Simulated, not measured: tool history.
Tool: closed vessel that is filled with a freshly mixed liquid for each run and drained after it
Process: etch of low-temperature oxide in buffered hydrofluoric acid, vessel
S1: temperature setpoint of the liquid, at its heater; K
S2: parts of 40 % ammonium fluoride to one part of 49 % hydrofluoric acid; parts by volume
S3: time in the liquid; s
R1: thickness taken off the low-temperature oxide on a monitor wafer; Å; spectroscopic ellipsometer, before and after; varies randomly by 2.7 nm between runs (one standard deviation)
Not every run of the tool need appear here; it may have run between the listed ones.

{"run": 1, "hour": 0.0, "S1": 295.15, "S2": 12.5, "S3": 30, "R1": 1311.1}
{"run": 2, "hour": 4.4, "S1": 297.15, "S2": 11, "S3": 30, "R1": 1635.2}
{"run": 3, "hour": 10.6, "S1": 298.65, "S2": 10, "S3": 30, "R1": 1975.2}
{"run": 4, "hour": 19.5, "S1": 299.65, "S2": 9.5, "S3": 30, "R1": 2139.6}
{"run": 5, "hour": 24.4, "S1": 299.65, "S2": 9.5, "S3": 30, "R1": 2130.3}
{"run": 6, "hour": 29.4, "S1": 301.15, "S2": 9.5, "S3": 30, "R1": 2293.6}
{"run": 7, "hour": 34.0, "S1": 303.15, "S2": 6, "S3": 30, "R1": 3937.2}
{"run": 8, "hour": 40.8, "S1": 302.15, "S2": 6, "S3": 30, "R1": 3779.1}
{"run": 9, "hour": 43.2, "S1": 301.15, "S2": 6, "S3": 30, "R1": 3611.3}
{"run": 10, "hour": 46.6, "S1": 300.15, "S2": 6, "S3": 30, "R1": 3428.9}

Forecast run 11:
{"run": 11, "hour": 48.4, "S1": 299.65, "S2": 6, "S3": 30, "R1": "?"}

{"run 11": {"R1": 3334.9}}
